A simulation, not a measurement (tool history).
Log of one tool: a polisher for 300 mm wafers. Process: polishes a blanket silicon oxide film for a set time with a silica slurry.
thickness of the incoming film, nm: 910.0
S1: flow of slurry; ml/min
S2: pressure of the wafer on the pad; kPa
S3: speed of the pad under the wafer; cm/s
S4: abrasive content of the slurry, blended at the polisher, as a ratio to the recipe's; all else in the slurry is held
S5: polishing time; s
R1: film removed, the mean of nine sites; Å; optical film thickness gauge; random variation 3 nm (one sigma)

{"run": 1, "hour": 0.0, "S1": 160, "S2": 37.9, "S3": 114, "S4": 1, "S5": 69, "R1": 2800.7}
{"run": 2, "hour": 1.0, "S1": 160, "S2": 37.9, "S3": 114, "S4": 1, "S5": 72, "R1": 2922.1}
{"run": 3, "hour": 6.8, "S1": 165, "S2": 40.7, "S3": 114, "S4": 1, "S5": 72, "R1": 3155.8}
{"run": 4, "hour": 8.5, "S1": 165, "S2": 40.7, "S3": 114, "S4": 1, "S5": 72, "R1": 3142.1}
{"run": 5, "hour": 11.2, "S1": 165, "S2": 40.7, "S3": 114, "S4": 0.85, "S5": 72, "R1": 2947.4}
{"run": 6, "hour": 18.8, "S1": 165, "S2": 40.7, "S3": 96, "S4": 0.85, "S5": 72, "R1": 2543.8}
{"run": 7, "hour": 24.6, "S1": 170, "S2": 43.4, "S3": 98, "S4": 0.85, "S5": 72, "R1": 2764}
{"run": 8, "hour": 25.8, "S1": 170, "S2": 45.5, "S3": 100, "S4": 0.85, "S5": 72, "R1": 2961}
{"run": 9, "hour": 26.5, "S1": 200, "S2": 55.8, "S3": 114, "S4": 0.85, "S5": 72, "R1": 4077.9}

The next listed run, before its measurement:
{"run": 10, "hour": 33.0, "S1": 200, "S2": 56.5, "S3": 116, "S4": 0.85, "S5": 72, "R1": "?"}

Run 10 gave R1 4212.3 Å.
